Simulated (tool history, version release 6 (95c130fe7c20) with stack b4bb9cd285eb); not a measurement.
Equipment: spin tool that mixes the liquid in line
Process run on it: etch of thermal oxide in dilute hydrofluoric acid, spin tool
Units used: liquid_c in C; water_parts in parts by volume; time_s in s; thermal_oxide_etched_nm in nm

run,hour,liquid_c,water_parts,time_s,thermal_oxide_etched_nm
1,0,26,120,220,8.6836
2,1.8,26,160,220,6.3131
3,8.3,26.5,160,220,6.2241
4,12.3,27.5,160,220,6.6128
5,15.6,27.5,160,235,6.9541
6,21.6,27.5,160,220,6.6203

Estimate the outcome of run 7 from the log above:
7,23.5,28,160,220,?

Run 7 produced thermal_oxide_etched_nm 6.705 nm.
